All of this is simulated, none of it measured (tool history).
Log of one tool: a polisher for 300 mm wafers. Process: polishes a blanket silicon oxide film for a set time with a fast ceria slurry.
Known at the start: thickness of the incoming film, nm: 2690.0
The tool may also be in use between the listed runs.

run  hour  flow of slurry (ml/min)  pressure of the wafer on the pad (kPa)  speed of the pad under the wafer (m/s)  polishing time (s)  film removed (Å)
  1   0.0                      285                                    20.7                                    1.04                  70           10863.0
  2   7.6                      285                                    20.7                                    1.04                  70           10915.0
  3   8.9                      285                                    20.7                                    1.04                  70           10912.0
  4  13.8                      215                                    20.7                                    1.04                  70           10831.0
  5  18.1                      215                                    20.7                                    1.04                  70           10701.0
  6  21.7                      215                                    19.3                                    1.04                  70           10067.0

Run 7 comes next. What will it give?
  7  28.4                      215                                    17.9                                    1.04                  70                 ?

film removed (Å): 9336.4
